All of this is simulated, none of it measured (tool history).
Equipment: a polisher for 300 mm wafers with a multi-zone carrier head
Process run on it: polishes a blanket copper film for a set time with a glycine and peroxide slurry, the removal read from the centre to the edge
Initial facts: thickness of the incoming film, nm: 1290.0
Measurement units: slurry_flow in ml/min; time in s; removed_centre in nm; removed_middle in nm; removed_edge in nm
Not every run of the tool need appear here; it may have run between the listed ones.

run	hour	slurry_flow	centre_zone	middle_zone	edge_zone	time	removed_centre	removed_middle	removed_edge
1	0.0	235	1.00	1.00	1.00	31	172.36	177.63	168.84
2	9.0	235	1.00	1.00	0.92	31	169.65	170.96	163.94
3	13.6	235	1.03	1.02	0.91	28	162.56	158.70	147.51
4	16.6	235	1.03	1.02	0.91	32	183.15	185.66	167.32
5	24.2	235	1.03	1.02	0.95	32	187.38	190.28	170.51
6	30.8	235	1.03	1.09	0.95	32	181.17	200.53	169.92
7	34.9	235	1.04	1.09	0.93	29	171.90	172.21	153.56
8	37.3	230	1.04	1.11	0.90	27	153.44	163.90	139.60
9	42.0	230	1.05	1.10	0.88	25	146.92	150.60	127.47
10	47.4	225	1.05	1.08	0.87	24	140.46	145.68	123.83
11	53.5	225	1.06	1.06	0.86	23	135.77	139.02	115.50
12	60.1	195	1.04	0.96	0.85	22	121.65	113.94	109.83

What does the tool deliver on the next run?
13	67.8	195	1.05	0.97	0.84	22	?	?	?

Run 13 produced removed_centre 124.71 nm, removed_middle 116.86 nm, removed_edge 108.90 nm.
